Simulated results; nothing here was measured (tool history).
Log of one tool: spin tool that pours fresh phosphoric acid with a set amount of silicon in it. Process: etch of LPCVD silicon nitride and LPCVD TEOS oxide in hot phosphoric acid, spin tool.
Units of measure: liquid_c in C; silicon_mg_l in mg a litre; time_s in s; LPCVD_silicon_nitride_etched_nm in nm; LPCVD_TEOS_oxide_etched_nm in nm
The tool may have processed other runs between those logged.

| run | hour | liquid_c | silicon_mg_l | time_s | LPCVD_silicon_nitride_etched_nm | LPCVD_TEOS_oxide_etched_nm |
|---|---|---|---|---|---|---|
| 1 | 0 | 159 | 21 | 180 | 16.196 | 0.4053 |
| 2 | 1.6 | 159 | 15 | 180 | 15.934 | 0.43155 |
| 3 | 3.3 | 159 | 15 | 260 | 23.028 | 0.62661 |
| 4 | 8.3 | 158.5 | 15 | 260 | 22.864 | 0.66272 |
| 5 | 13.6 | 158.5 | 15 | 310 | 27.213 | 0.77191 |
| 6 | 19.8 | 156.5 | 15 | 310 | 25.764 | 0.63863 |
| 7 | 23.6 | 156.5 | 28.5 | 260 | 21.135 | 0.33907 |
| 8 | 25.3 | 156.5 | 30 | 260 | 21.507 | 0.31711 |
| 9 | 32.2 | 156.5 | 31 | 260 | 21.2 | 0.34435 |
| 10 | 38 | 156.5 | 33 | 260 | 21.033 | 0.31902 |
| 11 | 45.5 | 156.5 | 34.5 | 260 | 21.335 | 0.24963 |
| 12 | 51.8 | 156.5 | 35 | 260 | 21.369 | 0.28366 |
| 13 | 59.9 | 156.5 | 36 | 260 | 21.242 | 0.25931 |
| 14 | 61.5 | 156.5 | 36.5 | 260 | 21.362 | 0.27773 |

For run 15, what comes out?
| 15 | 67.9 | 156.5 | 37.5 | 260 | ? | ? |

Run 15 measured LPCVD_silicon_nitride_etched_nm 21.598 nm, LPCVD_TEOS_oxide_etched_nm 0.23837 nm.
